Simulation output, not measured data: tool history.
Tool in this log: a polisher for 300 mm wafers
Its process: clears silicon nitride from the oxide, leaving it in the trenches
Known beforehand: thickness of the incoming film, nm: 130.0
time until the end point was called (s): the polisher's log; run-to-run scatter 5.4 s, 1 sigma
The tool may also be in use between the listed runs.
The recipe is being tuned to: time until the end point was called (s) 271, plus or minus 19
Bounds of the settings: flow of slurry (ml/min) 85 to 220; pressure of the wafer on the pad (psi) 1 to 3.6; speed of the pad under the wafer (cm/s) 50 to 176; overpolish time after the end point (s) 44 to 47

run	hour	flow of slurry (ml/min)	pressure of the wafer on the pad (psi)	speed of the pad under the wafer (cm/s)	overpolish time after the end point (s)	time until the end point was called (s)
1	0	140	2.3	112	44	164.68
2	6.5	140	2.8	112	44	136.4
3	10.6	140	2.4	108	44	167.23
4	16	140	2.4	122	44	138.26
5	19.9	140	2.4	122	44	147.32
6	28.2	140	2.1	118	44	162.21
7	29.6	130	1.5	86	44	312.45
8	38.3	130	1.6	86	44	292.81

Which one of the following 5 next-run settings gets every result inside its allowed miss? There is exactly one.
A	47	180	1.3	86	44	?
B	47	115	1.6	96	46	?
C	47	130	1.8	104	44	?
D	47	90	1.8	108	47	?
E	47	95	1.5	86	47	?

move	time until the end point was called (s)
A	346.57
B	281.34
C	227.54
D	241.77
E	347.27
A: lands further from the targets than the last run did
B: meets every target
C: takes the biggest miss from the last run beyond its target
D: takes the biggest miss from the last run beyond its target
E: lands further from the targets than the last run did
Correct choice: B, which meets every target
